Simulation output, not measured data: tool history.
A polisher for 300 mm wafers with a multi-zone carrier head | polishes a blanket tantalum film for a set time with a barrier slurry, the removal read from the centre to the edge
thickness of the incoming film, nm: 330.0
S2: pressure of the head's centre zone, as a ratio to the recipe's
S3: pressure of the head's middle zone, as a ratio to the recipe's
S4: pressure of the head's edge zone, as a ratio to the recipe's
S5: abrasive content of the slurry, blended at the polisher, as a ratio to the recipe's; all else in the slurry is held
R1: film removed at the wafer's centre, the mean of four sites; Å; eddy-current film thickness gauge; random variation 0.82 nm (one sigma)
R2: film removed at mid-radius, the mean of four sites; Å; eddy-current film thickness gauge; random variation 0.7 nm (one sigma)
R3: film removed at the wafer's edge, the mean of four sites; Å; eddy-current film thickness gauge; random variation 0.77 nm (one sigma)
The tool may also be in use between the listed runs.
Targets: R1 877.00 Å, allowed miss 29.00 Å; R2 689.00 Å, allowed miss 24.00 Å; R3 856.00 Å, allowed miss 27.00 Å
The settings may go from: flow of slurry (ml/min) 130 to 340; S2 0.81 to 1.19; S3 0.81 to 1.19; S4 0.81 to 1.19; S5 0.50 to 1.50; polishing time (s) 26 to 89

{"run": 1, "hour": 0.0, "flow of slurry (ml/min)": 220, "S2": 1.0, "S3": 1.0, "S4": 1.0, "S5": 1.0, "polishing time (s)": 57, "R1": 876.86, "R2": 923.18, "R3": 929.73}
{"run": 2, "hour": 2.3, "flow of slurry (ml/min)": 210, "S2": 1.03, "S3": 0.95, "S4": 1.01, "S5": 0.95, "polishing time (s)": 57, "R1": 884.18, "R2": 857.47, "R3": 961.69}
{"run": 3, "hour": 6.5, "flow of slurry (ml/min)": 210, "S2": 1.03, "S3": 0.88, "S4": 1.01, "S5": 0.95, "polishing time (s)": 57, "R1": 890.33, "R2": 826.79, "R3": 937.12}
{"run": 4, "hour": 12.3, "flow of slurry (ml/min)": 210, "S2": 1.03, "S3": 0.88, "S4": 1.01, "S5": 1.05, "polishing time (s)": 57, "R1": 901.81, "R2": 825.07, "R3": 976.02}
{"run": 5, "hour": 17.3, "flow of slurry (ml/min)": 200, "S2": 1.06, "S3": 0.86, "S4": 1.0, "S5": 1.0, "polishing time (s)": 56, "R1": 902.35, "R2": 786.0, "R3": 918.34}
{"run": 6, "hour": 24.8, "flow of slurry (ml/min)": 190, "S2": 1.07, "S3": 0.85, "S4": 1.01, "S5": 0.95, "polishing time (s)": 56, "R1": 893.73, "R2": 758.18, "R3": 920.15}
{"hour": 28.2, "done": "centre zone pressure recalibrated"}
{"run": 7, "hour": 28.2, "flow of slurry (ml/min)": 180, "S2": 1.08, "S3": 0.84, "S4": 1.0, "S5": 0.95, "polishing time (s)": 56, "R1": 955.63, "R2": 743.94, "R3": 901.01}
{"run": 8, "hour": 36.8, "flow of slurry (ml/min)": 175, "S2": 1.07, "S3": 0.83, "S4": 1.0, "S5": 0.9, "polishing time (s)": 56, "R1": 922.03, "R2": 750.69, "R3": 896.7}
{"run": 9, "hour": 40.3, "flow of slurry (ml/min)": 175, "S2": 1.08, "S3": 0.82, "S4": 1.01, "S5": 0.85, "polishing time (s)": 55, "R1": 906.36, "R2": 701.83, "R3": 860.5}

5 next moves are on the table. One of them brings every result within its allowed miss. Which?
{"run": "A", "hour": 43.8, "flow of slurry (ml/min)": 135, "S2": 1.05, "S3": 0.87, "S4": 1.01, "S5": 0.8, "polishing time (s)": 59, "R1": "?", "R2": "?", "R3": "?"}
{"run": "B", "hour": 43.8, "flow of slurry (ml/min)": 170, "S2": 1.07, "S3": 0.82, "S4": 1.04, "S5": 0.85, "polishing time (s)": 54, "R1": "?", "R2": "?", "R3": "?"}
{"run": "C", "hour": 43.8, "flow of slurry (ml/min)": 130, "S2": 1.16, "S3": 0.81, "S4": 0.92, "S5": 0.65, "polishing time (s)": 63, "R1": "?", "R2": "?", "R3": "?"}
{"run": "D", "hour": 43.8, "flow of slurry (ml/min)": 130, "S2": 1.19, "S3": 0.81, "S4": 1.07, "S5": 1.1, "polishing time (s)": 54, "R1": "?", "R2": "?", "R3": "?"}
{"run": "E", "hour": 43.8, "flow of slurry (ml/min)": 145, "S2": 1.16, "S3": 0.81, "S4": 1.05, "S5": 0.65, "polishing time (s)": 59, "R1": "?", "R2": "?", "R3": "?"}

move=A R1=878.67 R2=747.44 R3=878.89
move=B R1=880.13 R2=695.26 R3=857.68
move=C R1=984.36 R2=715.29 R3=858.97
move=D R1=957.85 R2=678.12 R3=872.57
move=E R1=952.00 R2=689.08 R3=871.40
A: brings the result that was furthest off to its target, and leaves another outside
B: meets every target
C: further off than the last run
D: further off than the last run
E: further off than the last run
Move B is the one to make.

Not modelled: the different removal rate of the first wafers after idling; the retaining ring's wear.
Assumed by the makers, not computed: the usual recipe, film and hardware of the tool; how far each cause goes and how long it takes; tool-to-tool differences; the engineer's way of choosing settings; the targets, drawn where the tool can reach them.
